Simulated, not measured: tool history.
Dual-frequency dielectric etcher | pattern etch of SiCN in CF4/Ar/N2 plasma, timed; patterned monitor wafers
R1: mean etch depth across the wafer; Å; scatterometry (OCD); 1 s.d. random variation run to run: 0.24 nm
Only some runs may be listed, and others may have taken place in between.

run 1 hour=0.0 | source_power_(kW)=0.350 bias_power_(kW)=0.072 Ar_flow_(sccm)=125 CF4_flow_(sccm)=77 etch_time_(s)=83.0 | R1=513.59
run 2 hour=5.1 | source_power_(kW)=0.390 bias_power_(kW)=0.072 Ar_flow_(sccm)=125 CF4_flow_(sccm)=77 etch_time_(s)=83.0 | R1=554.63
run 3 hour=9.9 | source_power_(kW)=0.390 bias_power_(kW)=0.072 Ar_flow_(sccm)=125 CF4_flow_(sccm)=77 etch_time_(s)=83.0 | R1=565.45
run 4 hour=17.9 | source_power_(kW)=0.390 bias_power_(kW)=0.072 Ar_flow_(sccm)=125 CF4_flow_(sccm)=77 etch_time_(s)=86.5 | R1=589.94
run 5 hour=23.5 | source_power_(kW)=0.330 bias_power_(kW)=0.067 Ar_flow_(sccm)=128 CF4_flow_(sccm)=76 etch_time_(s)=86.5 | R1=492.15
run 6 hour=29.8 | source_power_(kW)=0.270 bias_power_(kW)=0.067 Ar_flow_(sccm)=128 CF4_flow_(sccm)=76 etch_time_(s)=86.5 | R1=405.86
run 7 hour=30.9 | source_power_(kW)=0.260 bias_power_(kW)=0.067 Ar_flow_(sccm)=128 CF4_flow_(sccm)=76 etch_time_(s)=86.5 | R1=396.62
run 8 hour=35.4 | source_power_(kW)=0.260 bias_power_(kW)=0.067 Ar_flow_(sccm)=128 CF4_flow_(sccm)=76 etch_time_(s)=86.5 | R1=397.71
run 9 hour=43.6 | source_power_(kW)=0.220 bias_power_(kW)=0.066 Ar_flow_(sccm)=128 CF4_flow_(sccm)=76 etch_time_(s)=86.5 | R1=337.55

For run 10, what comes out?
run 10 hour=49.0 | source_power_(kW)=0.230 bias_power_(kW)=0.066 Ar_flow_(sccm)=128 CF4_flow_(sccm)=76 etch_time_(s)=86.5 | R1=?

{"run 10": {"R1": 355.59}}
